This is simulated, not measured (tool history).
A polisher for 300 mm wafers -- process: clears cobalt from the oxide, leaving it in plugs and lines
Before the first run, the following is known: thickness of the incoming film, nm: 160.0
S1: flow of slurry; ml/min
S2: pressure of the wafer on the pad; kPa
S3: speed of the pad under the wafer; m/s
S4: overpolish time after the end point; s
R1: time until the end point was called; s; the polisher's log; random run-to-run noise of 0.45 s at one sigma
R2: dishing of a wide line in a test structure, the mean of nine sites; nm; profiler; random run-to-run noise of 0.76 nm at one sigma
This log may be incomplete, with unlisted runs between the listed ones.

{"run": 1, "hour": 0.0, "S1": 155, "S2": 9.7, "S3": 1.12, "S4": 21, "R1": 41.063, "R2": 44.256}
{"run": 2, "hour": 3.5, "S1": 155, "S2": 9.7, "S3": 0.94, "S4": 21, "R1": 49.529, "R2": 41.327}
{"run": 3, "hour": 4.6, "S1": 155, "S2": 10.3, "S3": 0.94, "S4": 21, "R1": 46.249, "R2": 41.759}
{"run": 4, "hour": 5.9, "S1": 155, "S2": 10.3, "S3": 1.1, "S4": 21, "R1": 38.449, "R2": 44.962}
{"run": 5, "hour": 10.4, "S1": 135, "S2": 10.3, "S3": 1.1, "S4": 21, "R1": 40.125, "R2": 44.599}
{"run": 6, "hour": 17.7, "S1": 135, "S2": 7.6, "S3": 1.1, "S4": 21, "R1": 53.383, "R2": 39.661}
{"run": 7, "hour": 21.0, "S1": 140, "S2": 8.3, "S3": 1.1, "S4": 21, "R1": 48.01, "R2": 39.292}
{"run": 8, "hour": 24.5, "S1": 145, "S2": 9.0, "S3": 1.1, "S4": 21, "R1": 44.375, "R2": 41.334}
{"run": 9, "hour": 26.0, "S1": 150, "S2": 9.7, "S3": 1.1, "S4": 21, "R1": 42.087, "R2": 43.744}
{"run": 10, "hour": 32.1, "S1": 155, "S2": 10.3, "S3": 1.1, "S4": 21, "R1": 38.92, "R2": 45.484}

Expected results for the next run?
{"run": 11, "hour": 37.4, "S1": 160, "S2": 10.3, "S3": 1.1, "S4": 21, "R1": "?", "R2": "?"}

{"run 11": {"R1": 39.231, "R2": 44.573}}
